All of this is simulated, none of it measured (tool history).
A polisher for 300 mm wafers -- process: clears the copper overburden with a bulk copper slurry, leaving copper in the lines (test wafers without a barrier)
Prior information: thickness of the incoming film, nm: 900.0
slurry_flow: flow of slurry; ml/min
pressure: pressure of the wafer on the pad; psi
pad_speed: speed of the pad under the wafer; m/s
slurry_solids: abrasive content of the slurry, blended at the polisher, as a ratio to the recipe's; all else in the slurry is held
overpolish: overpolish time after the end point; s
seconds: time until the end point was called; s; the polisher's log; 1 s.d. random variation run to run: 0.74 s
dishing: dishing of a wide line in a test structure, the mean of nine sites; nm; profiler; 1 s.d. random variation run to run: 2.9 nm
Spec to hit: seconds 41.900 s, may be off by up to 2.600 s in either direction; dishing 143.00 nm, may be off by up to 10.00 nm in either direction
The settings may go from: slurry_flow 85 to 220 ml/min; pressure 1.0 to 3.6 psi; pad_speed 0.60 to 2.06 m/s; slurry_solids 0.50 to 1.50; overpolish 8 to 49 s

run	hour	slurry_flow	pressure	pad_speed	slurry_solids	overpolish	seconds	dishing
1	0.0	140	2.3	1.32	1.00	25	76.089	109.59
2	1.9	160	2.3	1.32	1.00	25	75.417	112.35
3	3.7	160	2.5	1.34	1.00	24	68.096	117.74
4	8.1	160	2.7	1.36	1.00	23	63.475	119.52
5	11.4	160	2.7	1.22	1.00	23	68.163	114.15
6	19.5	160	3.1	1.22	1.00	23	60.716	121.77
7	26.9	160	3.2	1.26	1.00	23	56.674	127.86
8	30.7	165	3.6	1.46	1.00	19	43.240	132.15

4 next moves are on the table. One of them brings every result within its allowed miss. Which?
A	34.5	205	3.1	1.48	0.95	19	?	?
B	34.5	145	3.6	1.28	1.05	16	?	?
C	34.5	190	3.6	1.46	1.10	30	?	?
D	34.5	135	3.1	1.42	1.40	17	?	?

move	seconds	dishing
A	49.628	121.14
B	49.762	116.70
C	42.183	142.18
D	49.788	116.49
A: the biggest miss grows against the last run
B: the biggest miss grows against the last run
C: all results land within tolerance of their targets
D: the biggest miss grows against the last run
The move that meets every target is C.
